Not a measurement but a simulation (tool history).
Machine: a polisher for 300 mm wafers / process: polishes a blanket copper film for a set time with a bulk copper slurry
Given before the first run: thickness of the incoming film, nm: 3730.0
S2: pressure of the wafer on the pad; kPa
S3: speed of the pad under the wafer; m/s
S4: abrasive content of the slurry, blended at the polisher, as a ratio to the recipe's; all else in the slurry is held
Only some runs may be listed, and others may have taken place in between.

Run 1, hour 0.0: flow of slurry (ml/min) 190, S2 19.3 kPa, S3 1.18 m/s, S4 1.0, polishing time (s) 108. Result: film removed (angstrom) 12056.
Run 2, hour 8.6: flow of slurry (ml/min) 190, S2 19.3 kPa, S3 1.32 m/s, S4 1.0, polishing time (s) 108. Result: film removed (angstrom) 12750.
Run 3, hour 14.4: flow of slurry (ml/min) 190, S2 19.3 kPa, S3 1.50 m/s, S4 1.0, polishing time (s) 108. Result: film removed (angstrom) 13931.
Run 4, hour 17.7: flow of slurry (ml/min) 190, S2 17.9 kPa, S3 1.50 m/s, S4 1.0, polishing time (s) 108. Result: film removed (angstrom) 13235.
Run 5, hour 18.5: flow of slurry (ml/min) 190, S2 16.5 kPa, S3 1.50 m/s, S4 1.0, polishing time (s) 108. Result: film removed (angstrom) 12261.
Run 6, hour 23.1: flow of slurry (ml/min) 190, S2 16.5 kPa, S3 1.50 m/s, S4 0.9, polishing time (s) 108. Result: film removed (angstrom) 12112.
Run 7, hour 27.2: flow of slurry (ml/min) 190, S2 15.9 kPa, S3 1.50 m/s, S4 0.9, polishing time (s) 108. Result: film removed (angstrom) 11745.

Run 8 comes next. What will it give?
Run 8, hour 33.0: flow of slurry (ml/min) 190, S2 15.2 kPa, S3 1.50 m/s, S4 0.9, polishing time (s) 108. Result: film removed (angstrom) ?.

{"run 8": {"film removed (angstrom)": 11010}}
